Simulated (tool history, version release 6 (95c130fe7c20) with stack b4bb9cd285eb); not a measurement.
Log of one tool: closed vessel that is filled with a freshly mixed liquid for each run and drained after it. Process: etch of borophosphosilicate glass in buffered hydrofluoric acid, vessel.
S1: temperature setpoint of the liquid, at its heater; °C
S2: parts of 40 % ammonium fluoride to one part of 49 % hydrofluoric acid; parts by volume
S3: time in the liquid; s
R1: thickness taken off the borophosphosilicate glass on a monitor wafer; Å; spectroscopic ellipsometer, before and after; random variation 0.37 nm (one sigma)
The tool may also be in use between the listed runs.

run,hour,S1,S2,S3,R1
1,0.0,22.0,20.5,30,491.41
2,6.8,23.0,20.5,30,516.20
3,8.9,23.0,16.0,30,650.90
4,16.5,22.5,16.0,30,639.70
5,20.4,24.5,16.0,30,719.11
6,26.0,23.5,16.0,30,674.25

Run 7 comes next. What will it give?
7,31.0,23.0,16.0,30,?

R1: 660.29 Å
